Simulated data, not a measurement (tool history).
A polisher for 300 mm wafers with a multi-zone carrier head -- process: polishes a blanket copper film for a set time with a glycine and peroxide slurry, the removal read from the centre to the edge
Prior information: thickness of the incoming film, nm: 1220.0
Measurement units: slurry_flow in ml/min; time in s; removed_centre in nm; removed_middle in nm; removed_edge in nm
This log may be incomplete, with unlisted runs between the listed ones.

| run | hour | slurry_flow | centre_zone | middle_zone | edge_zone | time | removed_centre | removed_middle | removed_edge |
|---|---|---|---|---|---|---|---|---|---|
| 1 | 0.0 | 210 | 1.00 | 1.00 | 1.00 | 57 | 480.78 | 483.69 | 478.86 |
| 2 | 7.0 | 220 | 1.02 | 1.01 | 1.03 | 61 | 517.43 | 520.90 | 518.59 |
| 3 | 15.7 | 225 | 1.05 | 1.01 | 1.05 | 65 | 580.71 | 535.05 | 559.70 |
| 4 | 23.7 | 195 | 1.05 | 1.01 | 1.05 | 65 | 561.05 | 541.98 | 553.54 |
| 5 | 27.3 | 205 | 1.07 | 1.03 | 1.07 | 68 | 600.64 | 585.52 | 580.20 |
| 6 | 33.4 | 215 | 1.08 | 1.03 | 1.08 | 70 | 636.62 | 609.29 | 592.15 |
| 7 | 35.4 | 220 | 1.08 | 1.02 | 1.09 | 72 | 643.05 | 631.34 | 617.56 |

Run 8, settings as shown, results not yet in. Your forecast:
| 8 | 37.2 | 220 | 1.09 | 1.00 | 1.10 | 74 | ? | ? | ? |

{"run 8": {"removed_centre": 675.1, "removed_middle": 628.6, "removed_edge": 635.31}}
